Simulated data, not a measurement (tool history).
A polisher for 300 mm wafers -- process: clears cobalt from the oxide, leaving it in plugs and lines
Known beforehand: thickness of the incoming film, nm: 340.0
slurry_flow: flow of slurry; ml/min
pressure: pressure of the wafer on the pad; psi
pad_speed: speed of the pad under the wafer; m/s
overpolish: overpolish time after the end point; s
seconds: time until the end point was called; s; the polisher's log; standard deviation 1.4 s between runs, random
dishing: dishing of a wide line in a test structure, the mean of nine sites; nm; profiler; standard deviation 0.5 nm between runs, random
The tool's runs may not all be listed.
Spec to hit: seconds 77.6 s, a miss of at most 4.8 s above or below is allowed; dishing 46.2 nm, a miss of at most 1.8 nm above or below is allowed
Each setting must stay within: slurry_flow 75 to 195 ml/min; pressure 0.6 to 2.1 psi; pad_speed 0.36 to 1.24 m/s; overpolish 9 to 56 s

Run 1, hour 0: slurry_flow 125 ml/min, pressure 1.3 psi, pad_speed 0.8 m/s, overpolish 29 s. Result: seconds 162.16 s, dishing 36.073 nm.
Run 2, hour 3.7: slurry_flow 100 ml/min, pressure 1.3 psi, pad_speed 0.8 m/s, overpolish 29 s. Result: seconds 170.28 s, dishing 34.799 nm.
Run 3, hour 12.3: slurry_flow 100 ml/min, pressure 1.3 psi, pad_speed 0.8 m/s, overpolish 19 s. Result: seconds 166.71 s, dishing 25.68 nm.
Run 4, hour 13.5: slurry_flow 105 ml/min, pressure 1.4 psi, pad_speed 0.82 m/s, overpolish 20 s. Result: seconds 155.46 s, dishing 29.621 nm.
Run 5, hour 19.3: slurry_flow 110 ml/min, pressure 1.5 psi, pad_speed 0.84 m/s, overpolish 19 s. Result: seconds 137.16 s, dishing 30.008 nm.
Run 6, hour 24.1: slurry_flow 110 ml/min, pressure 1.5 psi, pad_speed 0.84 m/s, overpolish 14 s. Result: seconds 134.92 s, dishing 24.436 nm.
Run 7, hour 30.3: slurry_flow 110 ml/min, pressure 1.6 psi, pad_speed 0.88 m/s, overpolish 16 s. Result: seconds 121.01 s, dishing 29.034 nm.
Run 8, hour 32.3: slurry_flow 115 ml/min, pressure 2 psi, pad_speed 0.96 m/s, overpolish 21 s. Result: seconds 87.655 s, dishing 39.939 nm.
Run 9, hour 37.6: slurry_flow 125 ml/min, pressure 2.1 psi, pad_speed 0.98 m/s, overpolish 23 s. Result: seconds 82.625 s, dishing 43.175 nm.

Of the 5 settings listed for the next run, only one would bring every result within its allowed miss of target. Which one?
Run A, hour 42.9: slurry_flow 120 ml/min, pressure 2 psi, pad_speed 1.04 m/s, overpolish 34 s. Result: seconds ?, dishing ?.
Run B, hour 42.9: slurry_flow 150 ml/min, pressure 2.1 psi, pad_speed 0.96 m/s, overpolish 18 s. Result: seconds ?, dishing ?.
Run C, hour 42.9: slurry_flow 135 ml/min, pressure 2.1 psi, pad_speed 1.02 m/s, overpolish 25 s. Result: seconds ?, dishing ?.
Run D, hour 42.9: slurry_flow 110 ml/min, pressure 2.1 psi, pad_speed 1.02 m/s, overpolish 17 s. Result: seconds ?, dishing ?.
Run E, hour 42.9: slurry_flow 115 ml/min, pressure 2 psi, pad_speed 0.9 m/s, overpolish 23 s. Result: seconds ?, dishing ?.

move  seconds  dishing
   A   79.531   48.924
   B   78.221    39.27
   C   75.272   45.567
   D   78.955   37.986
   E   92.521   40.748
A: moves the result that the last run missed by most past its target, out the other side
B: its largest miss is bigger than the last run's
C: every result lands within tolerance
D: its largest miss is bigger than the last run's
E: its largest miss is bigger than the last run's
Go with C: it meets all targets.
